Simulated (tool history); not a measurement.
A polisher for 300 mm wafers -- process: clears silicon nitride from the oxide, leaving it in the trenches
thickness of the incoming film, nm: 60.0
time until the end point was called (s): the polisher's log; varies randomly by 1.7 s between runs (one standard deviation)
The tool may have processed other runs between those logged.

run,hour,flow of slurry (ml/min),pressure of the wafer on the pad (kPa),speed of the pad under the wafer (m/s),overpolish time after the end point (s),time until the end point was called (s)
1,0.0,200,17.9,0.82,45,128.39
2,1.1,200,21.4,0.82,45,112.27
3,5.2,200,22.8,0.82,45,105.04
4,6.6,200,22.8,0.64,45,125.33
5,13.4,200,26.9,0.64,45,109.56
6,21.1,220,26.9,0.64,45,107.06
7,26.5,215,22.8,0.62,45,129.25

Run 8 is up next; what results do you expect?
8,31.6,215,19.3,0.62,45,?

{"run 8": {"time until the end point was called (s)": 143.07}}

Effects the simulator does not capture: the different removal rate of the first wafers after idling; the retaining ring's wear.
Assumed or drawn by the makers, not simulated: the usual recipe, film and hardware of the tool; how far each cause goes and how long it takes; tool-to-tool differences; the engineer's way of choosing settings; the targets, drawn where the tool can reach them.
